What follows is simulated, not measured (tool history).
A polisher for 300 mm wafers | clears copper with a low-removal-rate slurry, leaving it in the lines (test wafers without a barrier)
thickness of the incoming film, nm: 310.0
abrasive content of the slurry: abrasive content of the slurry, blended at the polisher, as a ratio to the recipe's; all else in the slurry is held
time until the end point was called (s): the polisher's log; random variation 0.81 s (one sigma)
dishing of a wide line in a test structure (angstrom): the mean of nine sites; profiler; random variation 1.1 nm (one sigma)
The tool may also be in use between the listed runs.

run,hour,flow of slurry (ml/min),pressure of the wafer on the pad (psi),speed of the pad under the wafer (cm/s),abrasive content of the slurry,overpolish time after the end point (s),time until the end point was called (s),dishing of a wide line in a test structure (angstrom)
1,0,125,2,124,1,20,115.91,317.48
2,1.4,125,2,112,1,20,128.53,307.11
3,7.4,130,2.2,118,1,19,111.16,324.42
4,9.7,130,2.2,118,1,25,109.63,403.12
5,12.2,130,2.2,118,1.2,25,106.33,411.41
6,15.6,135,2.4,122,1.2,23,92.948,436.14

The next listed run, before its measurement:
7,18.3,135,2.6,126,1.2,21,?,?

{"run 7": {"time until the end point was called (s)": 81.279, "dishing of a wide line in a test structure (angstrom)": 440.71}}
